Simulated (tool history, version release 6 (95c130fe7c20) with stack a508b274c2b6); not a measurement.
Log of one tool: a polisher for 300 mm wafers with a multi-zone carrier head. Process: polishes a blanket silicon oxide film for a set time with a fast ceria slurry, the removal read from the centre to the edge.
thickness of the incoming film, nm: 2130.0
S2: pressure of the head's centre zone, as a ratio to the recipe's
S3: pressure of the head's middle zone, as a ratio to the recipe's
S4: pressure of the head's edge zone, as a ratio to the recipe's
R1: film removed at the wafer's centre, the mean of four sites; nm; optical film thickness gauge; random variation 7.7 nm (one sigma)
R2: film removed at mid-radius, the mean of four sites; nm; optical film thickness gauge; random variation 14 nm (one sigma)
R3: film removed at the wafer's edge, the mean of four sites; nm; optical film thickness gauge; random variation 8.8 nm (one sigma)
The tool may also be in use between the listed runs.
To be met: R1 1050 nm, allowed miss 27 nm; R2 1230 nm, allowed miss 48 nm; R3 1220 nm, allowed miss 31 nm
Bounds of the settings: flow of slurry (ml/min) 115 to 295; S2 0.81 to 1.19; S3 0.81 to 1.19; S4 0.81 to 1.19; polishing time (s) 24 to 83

{"run": 1, "hour": 0.0, "flow of slurry (ml/min)": 190, "S2": 1, "S3": 1, "S4": 1, "polishing time (s)": 53, "R1": 792.94, "R2": 806, "R3": 796.66}
{"run": 2, "hour": 1.1, "flow of slurry (ml/min)": 190, "S2": 1, "S3": 1, "S4": 1.08, "polishing time (s)": 53, "R1": 783.42, "R2": 802.33, "R3": 821.02}
{"run": 3, "hour": 7.3, "flow of slurry (ml/min)": 190, "S2": 0.99, "S3": 1.01, "S4": 1.09, "polishing time (s)": 55, "R1": 823.79, "R2": 831.79, "R3": 856.54}
{"run": 4, "hour": 15.5, "flow of slurry (ml/min)": 190, "S2": 0.99, "S3": 1.01, "S4": 1.17, "polishing time (s)": 55, "R1": 821.74, "R2": 841.33, "R3": 885.26}
{"run": 5, "hour": 23.8, "flow of slurry (ml/min)": 225, "S2": 0.99, "S3": 1.01, "S4": 1.17, "polishing time (s)": 55, "R1": 832.26, "R2": 850.51, "R3": 900.44}
{"run": 6, "hour": 31.6, "flow of slurry (ml/min)": 230, "S2": 0.98, "S3": 1.02, "S4": 1.17, "polishing time (s)": 57, "R1": 858.48, "R2": 899.85, "R3": 937.31}
{"run": 7, "hour": 40.2, "flow of slurry (ml/min)": 235, "S2": 0.97, "S3": 1.03, "S4": 1.17, "polishing time (s)": 58, "R1": 870.53, "R2": 909.49, "R3": 948.88}
{"run": 8, "hour": 47.4, "flow of slurry (ml/min)": 235, "S2": 0.96, "S3": 1.04, "S4": 1.17, "polishing time (s)": 60, "R1": 896.32, "R2": 965.71, "R3": 980.1}
{"run": 9, "hour": 50.0, "flow of slurry (ml/min)": 235, "S2": 0.95, "S3": 1.04, "S4": 1.17, "polishing time (s)": 61, "R1": 888.25, "R2": 988.19, "R3": 992.69}
{"run": 10, "hour": 53.0, "flow of slurry (ml/min)": 235, "S2": 0.95, "S3": 1.04, "S4": 1.17, "polishing time (s)": 62, "R1": 909.72, "R2": 970.9, "R3": 1023.6}

Which of these 5 next moves meets every target?
{"run": "A", "hour": 56.0, "flow of slurry (ml/min)": 225, "S2": 1.18, "S3": 0.9, "S4": 1.13, "polishing time (s)": 49, "R1": "?", "R2": "?", "R3": "?"}
{"run": "B", "hour": 56.0, "flow of slurry (ml/min)": 200, "S2": 0.92, "S3": 1.09, "S4": 1.18, "polishing time (s)": 75, "R1": "?", "R2": "?", "R3": "?"}
{"run": "C", "hour": 56.0, "flow of slurry (ml/min)": 275, "S2": 0.87, "S3": 0.95, "S4": 1.19, "polishing time (s)": 74, "R1": "?", "R2": "?", "R3": "?"}
{"run": "D", "hour": 56.0, "flow of slurry (ml/min)": 260, "S2": 1.01, "S3": 0.97, "S4": 1.18, "polishing time (s)": 73, "R1": "?", "R2": "?", "R3": "?"}
{"run": "E", "hour": 56.0, "flow of slurry (ml/min)": 200, "S2": 0.98, "S3": 0.97, "S4": 1.19, "polishing time (s)": 76, "R1": "?", "R2": "?", "R3": "?"}

move=A R1=876.33 R2=693.54 R3=782.52
move=B R1=1060.2 R2=1233.9 R3=1210.8
move=C R1=1029.9 R2=1118.4 R3=1230.7
move=D R1=1153.1 R2=1116.2 R3=1203.7
move=E R1=1135.3 R2=1132.3 R3=1234.4
A: further off than the last run
B: meets every target
C: brings the result that was furthest off to its target, and leaves another outside
D: brings the result that was furthest off to its target, and leaves another outside
E: brings the result that was furthest off to its target, and leaves another outside
Move B is the one to make.
